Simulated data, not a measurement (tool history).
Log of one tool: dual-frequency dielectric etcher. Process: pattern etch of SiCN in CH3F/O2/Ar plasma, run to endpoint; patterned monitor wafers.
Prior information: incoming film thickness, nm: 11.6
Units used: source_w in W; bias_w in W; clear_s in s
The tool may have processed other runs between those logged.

Run 1, hour 0: source_w 540 W, bias_w 70 W. Result: clear_s 28.894 s.
Run 2, hour 1.1: source_w 540 W, bias_w 59 W. Result: clear_s 30.765 s.
Run 3, hour 5.7: source_w 540 W, bias_w 66 W. Result: clear_s 29.324 s.
Run 4, hour 8.1: source_w 570 W, bias_w 67 W. Result: clear_s 28.845 s.
Run 5, hour 13.2: source_w 620 W, bias_w 67 W. Result: clear_s 28.216 s.
Run 6, hour 18.1: source_w 710 W, bias_w 67 W. Result: clear_s 26.94 s.

Run 7 is up next; what results do you expect?
Run 7, hour 21.1: source_w 720 W, bias_w 68 W. Result: clear_s ?.

For run 7 the tool returned clear_s 26.666 s.
